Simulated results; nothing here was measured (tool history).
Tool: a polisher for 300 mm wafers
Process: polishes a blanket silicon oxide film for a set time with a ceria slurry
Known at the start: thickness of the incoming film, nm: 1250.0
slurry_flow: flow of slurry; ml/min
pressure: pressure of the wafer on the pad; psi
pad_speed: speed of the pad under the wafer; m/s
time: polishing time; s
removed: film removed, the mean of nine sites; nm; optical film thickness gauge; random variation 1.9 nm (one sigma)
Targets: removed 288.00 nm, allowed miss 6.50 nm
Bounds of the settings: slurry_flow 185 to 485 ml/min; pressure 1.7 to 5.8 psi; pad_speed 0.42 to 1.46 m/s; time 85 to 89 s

run,hour,slurry_flow,pressure,pad_speed,time,removed
1,0.0,310,3.7,0.94,85,399.24
2,4.0,310,3.3,0.94,85,358.37
3,7.7,310,3.3,0.94,85,354.42
4,15.0,310,3.3,0.94,89,374.50
5,23.3,310,2.9,0.94,89,333.07
6,29.1,305,2.8,0.94,89,320.65
7,34.6,295,2.7,0.94,89,305.44
8,38.8,280,2.7,0.94,89,308.33
9,40.5,275,2.6,0.94,89,293.51

Which of these 5 next moves meets every target?
A,42.2,285,2.8,0.94,85,?
B,42.2,225,2.9,0.88,89,?
C,42.2,315,2.0,1.20,89,?
D,42.2,265,2.6,1.00,88,?
E,42.2,285,2.8,0.90,89,?

move,removed
A,301.37
B,299.94
C,287.03
D,304.49
E,303.82
A: further off than the last run
B: further off than the last run
C: meets every target
D: further off than the last run
E: further off than the last run
Answer: C
